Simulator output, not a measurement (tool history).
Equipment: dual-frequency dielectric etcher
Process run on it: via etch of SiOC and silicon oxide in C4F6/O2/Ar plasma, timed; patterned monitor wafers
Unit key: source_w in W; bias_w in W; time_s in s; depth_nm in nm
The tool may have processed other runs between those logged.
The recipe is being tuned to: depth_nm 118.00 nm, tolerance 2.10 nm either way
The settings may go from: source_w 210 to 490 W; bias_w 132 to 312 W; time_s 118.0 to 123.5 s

run  hour  source_w  bias_w  time_s  depth_nm
  1   0.0       350     222   118.0    135.80
  2   1.5       350     222   123.5    141.81
  3   5.7       350     222   118.0    134.78
  4   6.8       330     220   118.0    130.14
  5  15.7       300     220   118.0    123.17
  6  19.7       340     220   118.0    132.85
  7  26.8       340     220   118.0    132.38
  8  27.8       330     219   118.0    129.16
  9  30.7       320     219   118.0    127.90
 10  32.8       310     218   118.0    124.43

Which of these 5 next moves meets every target?
  A  34.9       330     223   119.5         ?
  B  34.9       260     210   123.5         ?
  C  34.9       290     208   119.5         ?
  D  34.9       290     224   123.5         ?
  E  34.9       320     235   121.0         ?

move  depth_nm
   A    131.77
   B    112.84
   C    117.79
   D    125.25
   E    133.48
A: misses by more than the last run did
B: pushes the last run's worst result past its target
C: meets every target
D: misses by more than the last run did
E: misses by more than the last run did
Correct choice: C, which meets every target
